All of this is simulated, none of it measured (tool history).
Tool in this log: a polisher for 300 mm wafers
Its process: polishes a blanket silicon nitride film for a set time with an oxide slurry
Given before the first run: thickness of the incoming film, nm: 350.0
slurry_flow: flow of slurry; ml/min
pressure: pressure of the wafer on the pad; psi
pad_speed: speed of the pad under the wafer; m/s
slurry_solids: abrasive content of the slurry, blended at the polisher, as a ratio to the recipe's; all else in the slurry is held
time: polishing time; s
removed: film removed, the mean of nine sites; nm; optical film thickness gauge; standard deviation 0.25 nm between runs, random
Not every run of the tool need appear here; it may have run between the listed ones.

{"run": 1, "hour": 0.0, "slurry_flow": 210, "pressure": 4.0, "pad_speed": 0.84, "slurry_solids": 1.0, "time": 43, "removed": 22.817}
{"run": 2, "hour": 1.0, "slurry_flow": 215, "pressure": 4.3, "pad_speed": 0.84, "slurry_solids": 1.0, "time": 43, "removed": 23.702}
{"run": 3, "hour": 9.8, "slurry_flow": 215, "pressure": 4.6, "pad_speed": 0.84, "slurry_solids": 1.0, "time": 43, "removed": 25.126}
{"run": 4, "hour": 13.3, "slurry_flow": 215, "pressure": 4.8, "pad_speed": 0.84, "slurry_solids": 1.0, "time": 43, "removed": 25.971}
{"run": 5, "hour": 15.8, "slurry_flow": 215, "pressure": 4.9, "pad_speed": 0.84, "slurry_solids": 1.0, "time": 43, "removed": 26.823}
{"run": 6, "hour": 22.9, "slurry_flow": 215, "pressure": 4.4, "pad_speed": 0.84, "slurry_solids": 1.0, "time": 43, "removed": 24.188}
{"run": 7, "hour": 31.5, "slurry_flow": 215, "pressure": 4.4, "pad_speed": 0.84, "slurry_solids": 1.0, "time": 43, "removed": 24.395}

Run 8 is up next; what results do you expect?
{"run": 8, "hour": 39.7, "slurry_flow": 215, "pressure": 4.6, "pad_speed": 0.84, "slurry_solids": 1.0, "time": 43, "removed": "?"}

Logged for run 8: removed 25.284 nm.

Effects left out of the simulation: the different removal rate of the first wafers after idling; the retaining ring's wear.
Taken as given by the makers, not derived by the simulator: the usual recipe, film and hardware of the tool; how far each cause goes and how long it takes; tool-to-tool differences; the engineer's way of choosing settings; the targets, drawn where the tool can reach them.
